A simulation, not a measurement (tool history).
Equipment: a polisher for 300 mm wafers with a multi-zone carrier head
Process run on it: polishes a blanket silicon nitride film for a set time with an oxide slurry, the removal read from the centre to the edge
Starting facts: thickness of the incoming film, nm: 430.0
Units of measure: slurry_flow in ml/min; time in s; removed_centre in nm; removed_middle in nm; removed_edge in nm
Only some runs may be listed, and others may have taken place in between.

run	day	slurry_flow	centre_zone	middle_zone	edge_zone	slurry_solids	time	removed_centre	removed_middle	removed_edge
1	0.000	160	1.00	1.00	1.00	1.00	84	77.885	84.358	79.216
2	0.062	160	1.00	1.00	1.00	1.15	84	84.243	87.900	83.613
3	0.362	160	1.00	1.00	1.00	1.25	84	86.186	88.922	86.462
4	0.404	155	1.00	0.98	1.00	1.15	79	77.743	79.717	78.873
5	0.683	150	1.00	0.96	0.98	1.05	76	71.434	73.297	71.260
6	1.046	150	1.00	0.96	0.98	1.25	76	77.285	77.838	75.554
7	1.367	145	1.00	0.94	0.98	1.15	73	69.945	72.520	69.500
8	1.492	150	1.01	0.92	1.00	1.05	69	65.844	63.894	65.541
9	1.788	150	1.01	0.91	1.00	1.00	67	61.412	60.842	63.611
10	1.971	150	1.02	0.90	0.99	0.95	65	58.444	57.463	58.832

What will run 11 give?
11	2.283	150	1.02	0.89	0.99	0.90	64	?	?	?

Logged for run 11: removed_centre 57.719 nm, removed_middle 54.703 nm, removed_edge 56.550 nm.

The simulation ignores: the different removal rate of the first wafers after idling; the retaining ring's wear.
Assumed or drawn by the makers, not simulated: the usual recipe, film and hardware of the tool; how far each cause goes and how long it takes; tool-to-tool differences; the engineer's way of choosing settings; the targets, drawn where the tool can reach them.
